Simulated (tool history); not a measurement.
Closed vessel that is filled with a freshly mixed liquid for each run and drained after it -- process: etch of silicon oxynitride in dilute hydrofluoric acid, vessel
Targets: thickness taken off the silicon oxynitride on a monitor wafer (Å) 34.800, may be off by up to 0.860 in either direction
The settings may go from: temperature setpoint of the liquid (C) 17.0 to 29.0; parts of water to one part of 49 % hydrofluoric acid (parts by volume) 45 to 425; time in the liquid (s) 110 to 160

run,hour,temperature setpoint of the liquid (C),parts of water to one part of 49 % hydrofluoric acid (parts by volume),time in the liquid (s),thickness taken off the silicon oxynitride on a monitor wafer (Å)
1,0.0,21.0,235,160,23.380
2,3.5,21.0,235,110,16.166
3,12.9,21.0,165,110,24.213
4,21.7,21.0,240,110,15.928
5,27.9,23.5,240,110,17.714
6,31.3,24.0,225,110,19.610
7,33.9,24.5,210,110,21.330
8,38.3,28.5,130,110,44.660
9,44.0,28.0,130,110,43.281

Next run, 4 choices. One meets every target within its allowed miss, the rest don't. Which?
A,49.7,26.5,200,160,?
B,49.7,23.0,130,110,?
C,49.7,29.0,175,110,?
D,49.7,28.5,110,110,?

move,thickness taken off the silicon oxynitride on a monitor wafer (Å)
A,36.023
B,34.398
C,32.214
D,53.259
A: nearer the targets than the last run, but a result is still out of spec
B: in spec on every target
C: the result that was furthest off in the last run now lies on the other side of its target
D: the biggest miss grows against the last run
The right move is B.

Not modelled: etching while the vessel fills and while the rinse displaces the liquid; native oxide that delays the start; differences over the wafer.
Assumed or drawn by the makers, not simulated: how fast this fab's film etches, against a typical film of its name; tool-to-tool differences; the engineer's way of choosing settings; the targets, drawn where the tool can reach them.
